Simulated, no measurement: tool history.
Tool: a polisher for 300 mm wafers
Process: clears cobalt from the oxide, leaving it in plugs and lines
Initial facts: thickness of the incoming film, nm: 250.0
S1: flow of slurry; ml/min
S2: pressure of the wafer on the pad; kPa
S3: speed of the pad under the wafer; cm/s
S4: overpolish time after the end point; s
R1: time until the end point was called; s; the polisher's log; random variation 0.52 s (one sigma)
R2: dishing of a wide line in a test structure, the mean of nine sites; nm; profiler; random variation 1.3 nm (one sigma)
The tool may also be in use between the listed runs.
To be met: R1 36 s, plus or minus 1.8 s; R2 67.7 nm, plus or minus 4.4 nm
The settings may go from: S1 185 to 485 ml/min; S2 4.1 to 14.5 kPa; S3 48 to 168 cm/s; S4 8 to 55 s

run  hour   S1    S2   S3  S4      R1      R2
  1     0  310     9  108  28  62.241  52.734
  2   1.3  310   9.7  108  28  57.186  56.388
  3   1.9  310  10.3  108  27  53.573   55.28
  4   8.5  310    11  108  27  50.875  57.067
  5  10.8  310    11  118  27  46.516  58.535
  6  17.6  310    11  136  27  40.855  59.741
  7  21.5  310    11  136  28  40.474  63.739
  8  24.9  310  11.7  136  28  38.361  64.651

Which single option among these 4 for the next run brings every result within its allowed miss of target? Just one does.
  A  28.3  285  13.1  116  23   ?   ?
  B  28.3  255  11.7  134  38   ?   ?
  C  28.3  310  13.1  142  20   ?   ?
  D  28.3  360  10.3  164  48   ?   ?

move      R1      R2
   A  40.029  55.416
   B  39.272  62.969
   C   32.59  56.553
   D  35.189   65.08
A: the biggest miss grows against the last run
B: the biggest miss grows against the last run
C: takes the biggest miss from the last run beyond its target
D: hits every target within its allowed miss
Answer: D

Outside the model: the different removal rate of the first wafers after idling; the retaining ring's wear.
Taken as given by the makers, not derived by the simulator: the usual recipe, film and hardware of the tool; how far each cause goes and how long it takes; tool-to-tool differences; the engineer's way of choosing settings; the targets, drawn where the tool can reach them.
